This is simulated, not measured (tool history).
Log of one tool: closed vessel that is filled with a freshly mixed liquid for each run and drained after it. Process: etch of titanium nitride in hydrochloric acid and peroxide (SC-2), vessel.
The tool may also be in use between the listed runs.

run,hour,temperature setpoint of the liquid (K),parts of water to one part each of 37 % hydrochloric acid and 30 % peroxide (parts by volume),time in the liquid (s),thickness taken off the titanium nitride on a monitor wafer (angstrom)
1,0.0,322.15,9.0,50,22.312
2,9.1,323.65,8.5,50,26.498
3,10.9,319.15,8.5,50,19.300
4,17.0,319.15,11.5,50,14.939
5,22.4,319.15,11.5,35,10.634
6,26.9,321.15,11.0,35,12.375
7,35.8,323.15,10.0,35,15.614
8,42.0,324.65,9.5,35,17.724
9,44.2,324.65,9.5,35,17.951
10,51.1,326.15,9.0,35,20.763
11,55.5,327.65,8.5,35,23.640
12,63.0,328.65,8.0,35,26.708
13,69.6,329.65,7.5,35,30.255
14,77.7,330.65,7.0,35,33.134
15,81.2,331.65,6.5,35,37.929
16,86.3,332.15,6.0,35,42.053
17,92.7,332.65,6.0,35,42.325
18,100.6,333.15,6.0,35,43.395

The next listed run, before its measurement:
19,109.1,338.15,4.0,50,?

thickness taken off the titanium nitride on a monitor wafer (angstrom): 113.960
